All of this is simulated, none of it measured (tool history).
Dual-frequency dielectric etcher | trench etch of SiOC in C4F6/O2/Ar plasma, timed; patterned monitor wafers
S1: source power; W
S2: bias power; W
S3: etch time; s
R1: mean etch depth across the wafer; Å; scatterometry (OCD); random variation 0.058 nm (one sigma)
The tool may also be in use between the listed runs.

run,hour,S1,S2,S3,R1
1,0.0,310,148,8.5,146.84
2,2.2,290,142,8.5,141.46
3,5.2,270,142,8.5,136.84
4,8.3,270,121,8.5,129.35
5,9.1,260,120,8.5,127.51
6,11.6,260,120,8.5,126.79
7,14.6,250,120,8.5,125.25
8,15.5,240,120,8.5,121.66

Run 9 comes next. What will it give?
9,17.7,230,119,8.5,?

Run 9 gave R1 119.46 Å.
